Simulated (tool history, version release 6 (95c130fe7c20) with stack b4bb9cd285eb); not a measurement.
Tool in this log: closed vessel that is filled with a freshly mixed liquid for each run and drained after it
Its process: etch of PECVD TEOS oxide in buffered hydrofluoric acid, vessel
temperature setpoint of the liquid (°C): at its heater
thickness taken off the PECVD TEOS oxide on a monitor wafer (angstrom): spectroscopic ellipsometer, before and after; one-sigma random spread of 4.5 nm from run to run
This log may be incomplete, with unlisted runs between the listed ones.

run  hour  temperature setpoint of the liquid (°C)  parts of 40 % ammonium fluoride to one part of 49 % hydrofluoric acid (parts by volume)  time in the liquid (s)  thickness taken off the PECVD TEOS oxide on a monitor wafer (angstrom)
  1   0.0                                     22.0                                                                                      8.5                      90                                                                  3361.8
  2   8.0                                     23.0                                                                                      8.5                      90                                                                  3475.9
  3  15.6                                     24.0                                                                                      8.5                      90                                                                  3681.8
  4  20.9                                     24.5                                                                                      8.5                      90                                                                  3790.1
  5  29.2                                     25.0                                                                                      8.5                      90                                                                  3955.5
  6  31.6                                     25.5                                                                                      8.5                      90                                                                  4022.6
  7  38.3                                     26.0                                                                                      8.5                      90                                                                  4151.9

Run 8, settings as shown, results not yet in. Your forecast:
  8  44.9                                     26.5                                                                                      8.5                      90                                                                       ?

thickness taken off the PECVD TEOS oxide on a monitor wafer (angstrom): 4305.6
